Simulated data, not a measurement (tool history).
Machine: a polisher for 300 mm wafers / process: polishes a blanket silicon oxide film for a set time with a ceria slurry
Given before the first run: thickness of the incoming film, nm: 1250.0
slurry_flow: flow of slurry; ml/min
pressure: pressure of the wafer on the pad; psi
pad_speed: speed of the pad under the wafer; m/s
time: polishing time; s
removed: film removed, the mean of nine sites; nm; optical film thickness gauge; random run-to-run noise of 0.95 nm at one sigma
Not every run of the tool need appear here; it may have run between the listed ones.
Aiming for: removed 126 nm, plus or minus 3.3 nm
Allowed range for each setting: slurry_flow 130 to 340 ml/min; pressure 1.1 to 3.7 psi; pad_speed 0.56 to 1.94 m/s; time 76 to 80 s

run	hour	slurry_flow	pressure	pad_speed	time	removed
1	0	220	2.4	1.24	76	318.99
2	7.6	220	2.9	1.24	76	389.14
3	14.2	215	2.6	1.16	76	326.24
4	18.1	215	2.4	1.08	76	278.78
5	23.8	240	2.4	1.08	76	284.07
6	28.5	240	2.8	1.08	76	327.09
7	31.8	240	2.5	1.02	76	276.57
8	32.9	240	2.3	0.98	76	246.76
9	41.8	215	1.7	0.74	76	140.5
10	47	205	1.7	0.74	76	139.08
11	49.3	180	1.5	0.74	76	119.98
12	55.7	185	1.5	0.74	76	121.15
13	63.8	205	1.6	0.74	76	130.38

Which of these 5 next moves meets every target?
A	71.9	295	1.7	0.58	78	?
B	71.9	225	1.7	0.62	76	?
C	71.9	175	1.7	0.62	80	?
D	71.9	230	1.7	0.68	79	?
E	71.9	235	1.2	0.9	79	?

move	removed
A	117.91
B	118.69
C	120.33
D	135
E	126.99
A: takes the result that was furthest off past its target
B: takes the result that was furthest off past its target
C: takes the result that was furthest off past its target
D: moves away from the targets compared with the last run
E: hits every target within its allowed miss
Go with E: it meets all targets.
